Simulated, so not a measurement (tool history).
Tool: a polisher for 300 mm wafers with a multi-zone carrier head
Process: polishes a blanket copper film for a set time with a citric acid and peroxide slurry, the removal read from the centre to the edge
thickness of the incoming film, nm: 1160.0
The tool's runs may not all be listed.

run	hour	flow of slurry (ml/min)	pressure of the head's centre zone	pressure of the head's middle zone	pressure of the head's edge zone	abrasive content of the slurry	polishing time (s)	film removed at the wafer's centre (Å)	film removed at mid-radius (Å)	film removed at the wafer's edge (Å)
1	0.0	250	1.00	1.00	1.00	1.00	55	1968.90	1965.7	1870.7
2	0.9	250	1.00	1.08	1.00	1.00	55	1959.10	2083.1	1954.4
3	7.9	245	0.96	1.06	0.95	0.85	51	1655.90	1783.8	1646.4
4	13.4	245	0.96	1.00	0.95	0.85	51	1678.30	1749.3	1711.4
5	18.7	245	0.96	1.00	0.95	0.85	59	1916.90	2018.0	1922.3
6	19.3	245	0.96	0.93	0.95	0.85	59	1912.70	1916.3	1949.5
7	21.3	215	0.86	1.03	0.85	0.60	44	1145.50	1385.8	1215.6
8	26.3	210	0.86	1.03	0.84	0.55	44	1138.90	1337.4	1201.3
9	28.6	215	0.85	1.10	0.81	0.50	40	988.35	1249.7	1036.6
10	33.8	230	0.86	1.10	0.82	0.50	40	1011.80	1260.2	1077.9

Forecast run 11:
11	42.7	265	0.90	1.13	0.82	0.50	39	?	?	?

Run 11 gave film removed at the wafer's centre (Å) 1062.90, film removed at mid-radius (Å) 1257.5, film removed at the wafer's edge (Å) 1050.5.
